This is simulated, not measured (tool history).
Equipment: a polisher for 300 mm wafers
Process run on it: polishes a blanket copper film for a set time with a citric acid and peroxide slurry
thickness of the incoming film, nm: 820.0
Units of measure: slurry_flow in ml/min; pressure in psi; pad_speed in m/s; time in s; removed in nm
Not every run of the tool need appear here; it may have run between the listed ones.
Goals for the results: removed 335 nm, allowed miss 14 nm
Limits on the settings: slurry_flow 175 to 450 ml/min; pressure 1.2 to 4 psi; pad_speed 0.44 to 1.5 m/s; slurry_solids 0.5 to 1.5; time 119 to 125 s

| run | day | slurry_flow | pressure | pad_speed | slurry_solids | time | removed |
|---|---|---|---|---|---|---|---|
| 1 | 0 | 290 | 2.6 | 0.96 | 1 | 119 | 205.1 |
| 2 | 0.342 | 290 | 3.1 | 0.96 | 1 | 119 | 243.34 |
| 3 | 0.65 | 290 | 3.1 | 1.04 | 1 | 119 | 262.09 |
| 4 | 0.971 | 290 | 3.3 | 1.04 | 1 | 119 | 274.93 |
| 5 | 1.192 | 290 | 3.5 | 1.04 | 1 | 119 | 290.89 |
| 6 | 1.558 | 290 | 3.6 | 1.04 | 1 | 119 | 300.57 |
| 7 | 1.779 | 290 | 3.7 | 1.04 | 1 | 119 | 310.28 |
| 8 | 2.154 | 290 | 3.8 | 1.04 | 1 | 119 | 322.02 |

Of the 4 settings listed for the next run, only one would bring every result within its allowed miss of target. Which one?
| A | 2.529 | 255 | 3.4 | 1.2 | 0.7 | 125 | ? |
| B | 2.529 | 270 | 3.6 | 0.9 | 1.2 | 124 | ? |
| C | 2.529 | 300 | 3.5 | 0.98 | 1.25 | 119 | ? |
| D | 2.529 | 195 | 4 | 1.04 | 1 | 122 | ? |

| move | removed |
|---|---|
| A | 297.75 |
| B | 283.35 |
| C | 293.23 |
| D | 328.16 |
A: moves away from the targets compared with the last run
B: moves away from the targets compared with the last run
C: moves away from the targets compared with the last run
D: meets every target
The move that meets every target is D.
